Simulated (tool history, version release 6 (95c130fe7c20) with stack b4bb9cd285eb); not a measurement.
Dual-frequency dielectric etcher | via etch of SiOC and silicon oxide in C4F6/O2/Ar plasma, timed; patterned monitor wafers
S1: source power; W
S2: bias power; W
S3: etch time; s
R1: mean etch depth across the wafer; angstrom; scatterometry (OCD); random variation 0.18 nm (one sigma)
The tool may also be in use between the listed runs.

run  hour   S1   S2    S3      R1
  1     0  390  197  65.5  706.74
  2   7.7  390  197  65.5   706.7
  3  10.4  360  195  65.5  684.46
  4  16.9  410  195  65.5  718.09
  5  19.5  360  195  65.5  678.58
  6  22.9  350  194  65.5  674.52

Forecast run 7:
  7  28.4  340  193  65.5   ?

Run 7 gave R1 661.64 angstrom.
